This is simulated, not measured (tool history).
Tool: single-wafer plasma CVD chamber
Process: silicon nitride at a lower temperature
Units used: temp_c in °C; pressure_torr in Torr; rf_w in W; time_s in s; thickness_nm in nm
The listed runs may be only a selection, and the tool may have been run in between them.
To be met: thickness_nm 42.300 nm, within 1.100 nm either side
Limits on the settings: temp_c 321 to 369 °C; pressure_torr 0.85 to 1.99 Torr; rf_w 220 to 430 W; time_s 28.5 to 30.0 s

run,day,temp_c,pressure_torr,rf_w,time_s,thickness_nm
1,0.000,345,1.42,325,30.0,34.795
2,0.175,345,1.57,325,30.0,36.620
3,0.308,345,1.48,325,30.0,35.726
4,0.500,345,1.60,335,30.0,37.330
5,0.604,345,1.60,335,28.5,35.488
6,0.862,345,1.41,335,28.5,33.972
7,1.088,345,1.54,350,28.7,36.394
8,1.400,345,1.64,360,28.8,37.863
9,1.762,345,1.71,370,28.9,39.532

Which single option among these 4 for the next run brings every result within its allowed miss of target? Just one does.
A,2.125,354,1.72,350,28.5,?
B,2.125,344,1.69,400,30.0,?
C,2.125,348,1.64,360,28.5,?
D,2.125,347,1.52,390,28.5,?

move,thickness_nm
A,37.488
B,42.609
C,37.592
D,38.389
A: moves away from the targets compared with the last run
B: all results land within tolerance of their targets
C: moves away from the targets compared with the last run
D: moves away from the targets compared with the last run
B is the move that brings every result within its allowed miss.
